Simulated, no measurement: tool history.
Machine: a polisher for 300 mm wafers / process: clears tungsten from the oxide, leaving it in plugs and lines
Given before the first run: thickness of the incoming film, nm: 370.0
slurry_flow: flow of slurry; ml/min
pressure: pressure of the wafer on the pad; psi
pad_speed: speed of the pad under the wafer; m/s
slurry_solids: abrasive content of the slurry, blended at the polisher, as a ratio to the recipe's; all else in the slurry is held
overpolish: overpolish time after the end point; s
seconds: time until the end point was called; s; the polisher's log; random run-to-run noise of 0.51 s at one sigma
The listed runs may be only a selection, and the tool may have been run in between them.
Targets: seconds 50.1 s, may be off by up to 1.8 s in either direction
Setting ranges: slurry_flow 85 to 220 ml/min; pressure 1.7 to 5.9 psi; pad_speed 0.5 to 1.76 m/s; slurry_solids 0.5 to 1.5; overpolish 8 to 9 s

| run | hour | slurry_flow | pressure | pad_speed | slurry_solids | overpolish | seconds |
|---|---|---|---|---|---|---|---|
| 1 | 0 | 140 | 3.8 | 1.12 | 1 | 9 | 67.343 |
| 2 | 8.9 | 145 | 4.1 | 1.12 | 1 | 9 | 63.255 |
| 3 | 16.3 | 145 | 4.1 | 1.12 | 0.85 | 9 | 65.825 |
| 4 | 19.4 | 145 | 4.1 | 1.34 | 0.85 | 9 | 54.943 |
| 5 | 20.1 | 145 | 4.1 | 1.34 | 0.7 | 9 | 58.821 |
| 6 | 20.8 | 150 | 4.3 | 1.34 | 0.7 | 9 | 54.896 |
| 7 | 27.7 | 155 | 4.4 | 1.34 | 0.7 | 9 | 52.791 |
| 8 | 31.1 | 160 | 4.4 | 1.34 | 0.7 | 9 | 54.032 |
| 9 | 39.9 | 160 | 4.4 | 1.34 | 0.7 | 9 | 53.393 |
| 10 | 48 | 160 | 4.5 | 1.34 | 0.7 | 9 | 52.667 |

Next run, 4 choices. One meets every target within its allowed miss, the rest don't. Which?
| A | 56.1 | 145 | 4.7 | 1.5 | 0.75 | 9 | ? |
| B | 56.1 | 155 | 4.8 | 1.2 | 0.7 | 9 | ? |
| C | 56.1 | 145 | 4.7 | 1.38 | 0.7 | 9 | ? |
| D | 56.1 | 160 | 4.3 | 1.38 | 0.7 | 9 | ? |

| move | seconds |
|---|---|
| A | 44.268 |
| B | 54.227 |
| C | 48.919 |
| D | 52.387 |
A: the result that was furthest off in the last run now lies on the other side of its target
B: moves away from the targets compared with the last run
C: every result lands within tolerance
D: closer than the last run, but not yet in spec
The move that meets every target is C.

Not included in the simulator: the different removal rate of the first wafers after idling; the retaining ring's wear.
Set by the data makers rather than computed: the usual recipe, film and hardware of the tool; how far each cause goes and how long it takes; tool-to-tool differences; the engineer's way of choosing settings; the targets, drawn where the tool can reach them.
